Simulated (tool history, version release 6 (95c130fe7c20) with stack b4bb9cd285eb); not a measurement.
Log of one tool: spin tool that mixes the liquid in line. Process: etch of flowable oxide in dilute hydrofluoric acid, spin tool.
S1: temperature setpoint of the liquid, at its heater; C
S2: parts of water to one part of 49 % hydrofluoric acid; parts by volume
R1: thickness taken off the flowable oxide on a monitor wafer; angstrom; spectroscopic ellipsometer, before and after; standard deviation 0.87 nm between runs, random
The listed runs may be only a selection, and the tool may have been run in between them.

Run 1, hour 0: S1 22 C, S2 100 parts by volume, time under the liquid (s) 95. Result: R1 311.93 angstrom.
Run 2, hour 6.2: S1 20 C, S2 100 parts by volume, time under the liquid (s) 95. Result: R1 289.48 angstrom.
Run 3, hour 7.2: S1 20 C, S2 100 parts by volume, time under the liquid (s) 105. Result: R1 314.95 angstrom.
Run 4, hour 10.8: S1 21.5 C, S2 90 parts by volume, time under the liquid (s) 105. Result: R1 378.58 angstrom.
Run 5, hour 18.5: S1 23 C, S2 80 parts by volume, time under the liquid (s) 105. Result: R1 455.01 angstrom.
Run 6, hour 27: S1 24 C, S2 70 parts by volume, time under the liquid (s) 105. Result: R1 554.94 angstrom.
Run 7, hour 35.9: S1 25 C, S2 65 parts by volume, time under the liquid (s) 105. Result: R1 624.81 angstrom.
Run 8, hour 41.8: S1 29 C, S2 35 parts by volume, time under the liquid (s) 105. Result: R1 1405.2 angstrom.
Run 9, hour 46.7: S1 28.5 C, S2 35 parts by volume, time under the liquid (s) 105. Result: R1 1386.2 angstrom.
Run 10, hour 54.5: S1 28 C, S2 35 parts by volume, time under the liquid (s) 105. Result: R1 1356.9 angstrom.
Run 11, hour 57.2: S1 27.5 C, S2 35 parts by volume, time under the liquid (s) 105. Result: R1 1341.2 angstrom.
Run 12, hour 60.2: S1 27 C, S2 35 parts by volume, time under the liquid (s) 105. Result: R1 1307 angstrom.
Run 13, hour 66.4: S1 26.5 C, S2 35 parts by volume, time under the liquid (s) 105. Result: R1 1276.3 angstrom.
Run 14, hour 72.7: S1 26 C, S2 35 parts by volume, time under the liquid (s) 105. Result: R1 1256.7 angstrom.
Run 15, hour 80.2: S1 25.5 C, S2 35 parts by volume, time under the liquid (s) 105. Result: R1 1231.6 angstrom.
Run 16, hour 85.3: S1 25 C, S2 35 parts by volume, time under the liquid (s) 105. Result: R1 1227.3 angstrom.
Run 17, hour 89.6: S1 24.5 C, S2 35 parts by volume, time under the liquid (s) 105. Result: R1 1188.3 angstrom.
Run 18, hour 97.7: S1 24 C, S2 35 parts by volume, time under the liquid (s) 105. Result: R1 1153.2 angstrom.

For run 19, what comes out?
Run 19, hour 102.1: S1 23.5 C, S2 35 parts by volume, time under the liquid (s) 105. Result: R1 ?.

{"run 19": {"R1": 1131.2}}
